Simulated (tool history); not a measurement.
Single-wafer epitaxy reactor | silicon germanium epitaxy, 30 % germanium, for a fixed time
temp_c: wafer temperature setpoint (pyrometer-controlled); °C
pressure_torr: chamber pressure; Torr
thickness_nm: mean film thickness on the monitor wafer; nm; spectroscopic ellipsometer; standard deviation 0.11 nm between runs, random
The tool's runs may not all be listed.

run,hour,temp_c,pressure_torr,thickness_nm
1,0,580,21.7,40.739
2,2.4,577,21.6,38.75
3,4.5,575,21.5,37.185
4,8.2,573,21.4,35.909
5,12,573,24.1,38.25
6,18.2,571,24,37.198
7,20.3,569,23.9,35.732
8,29.3,569,23.9,35.638
# hour 34.1: capacitance manometer re-zeroed and calibrated
9,34.1,568,23.8,36.126
10,41.8,566,23.7,34.902

Forecast run 11:
11,45.8,566,23.7,?

For run 11 the tool returned thickness_nm 34.904 nm.
